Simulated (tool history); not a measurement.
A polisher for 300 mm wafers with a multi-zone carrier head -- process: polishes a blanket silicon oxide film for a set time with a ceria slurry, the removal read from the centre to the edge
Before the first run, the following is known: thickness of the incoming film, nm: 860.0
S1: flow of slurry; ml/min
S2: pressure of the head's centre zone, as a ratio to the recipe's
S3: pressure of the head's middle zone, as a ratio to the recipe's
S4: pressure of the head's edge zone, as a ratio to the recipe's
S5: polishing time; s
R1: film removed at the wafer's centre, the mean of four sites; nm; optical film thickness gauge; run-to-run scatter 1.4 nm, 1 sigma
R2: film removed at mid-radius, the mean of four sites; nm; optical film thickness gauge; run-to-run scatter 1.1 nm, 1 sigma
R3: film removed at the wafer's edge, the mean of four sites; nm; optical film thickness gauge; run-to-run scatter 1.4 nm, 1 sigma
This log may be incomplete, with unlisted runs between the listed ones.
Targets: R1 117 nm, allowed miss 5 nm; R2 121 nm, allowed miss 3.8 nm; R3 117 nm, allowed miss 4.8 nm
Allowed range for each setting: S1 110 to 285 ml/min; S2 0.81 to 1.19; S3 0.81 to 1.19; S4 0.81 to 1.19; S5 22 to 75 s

| run | hour | S1 | S2 | S3 | S4 | S5 | R1 | R2 | R3 |
|---|---|---|---|---|---|---|---|---|---|
| 1 | 0 | 180 | 1 | 1 | 1 | 48 | 181.85 | 179.3 | 179.62 |
| 2 | 8.7 | 180 | 1 | 1.07 | 1 | 48 | 178.66 | 189.31 | 182.16 |
| 3 | 10.4 | 175 | 0.97 | 1.03 | 0.96 | 43 | 157.77 | 161.62 | 158.21 |
| 4 | 15.9 | 175 | 0.97 | 1.03 | 0.88 | 43 | 156.79 | 162.38 | 150.88 |
| 5 | 21.6 | 170 | 0.94 | 1.01 | 0.86 | 40 | 143.16 | 146.63 | 140.21 |
| 6 | 26.6 | 165 | 0.93 | 1.01 | 0.85 | 38 | 131.98 | 138.78 | 134.54 |
| 7 | 29.6 | 165 | 0.93 | 1.01 | 0.84 | 36 | 122.99 | 129.57 | 127.19 |
| 8 | 35.9 | 160 | 0.94 | 1.01 | 0.83 | 35 | 120.51 | 127.77 | 120.59 |

Exercise: of the 5 proposed moves below, exactly one satisfies all targets within the stated allowed misses. Which move is it?
| A | 42.2 | 145 | 0.86 | 0.93 | 0.87 | 36 | ? | ? | ? |
| B | 42.2 | 180 | 0.94 | 0.98 | 0.81 | 33 | ? | ? | ? |
| C | 42.2 | 140 | 0.98 | 1.1 | 0.81 | 34 | ? | ? | ? |
| D | 42.2 | 150 | 1.11 | 1.06 | 0.91 | 33 | ? | ? | ? |
| E | 42.2 | 230 | 0.95 | 0.89 | 0.81 | 35 | ? | ? | ? |

| move | R1 | R2 | R3 |
|---|---|---|---|
| A | 110.41 | 121.4 | 126.89 |
| B | 115.15 | 120.34 | 116.87 |
| C | 118.27 | 131.26 | 116.7 |
| D | 131.88 | 124.83 | 118.12 |
| E | 127.93 | 121.68 | 127.15 |
A: brings the last run's worst result on target, with another outside its allowed miss
B: every result within its allowed miss
C: misses by more than the last run did
D: misses by more than the last run did
E: brings the last run's worst result on target, with another outside its allowed miss
B meets every target.
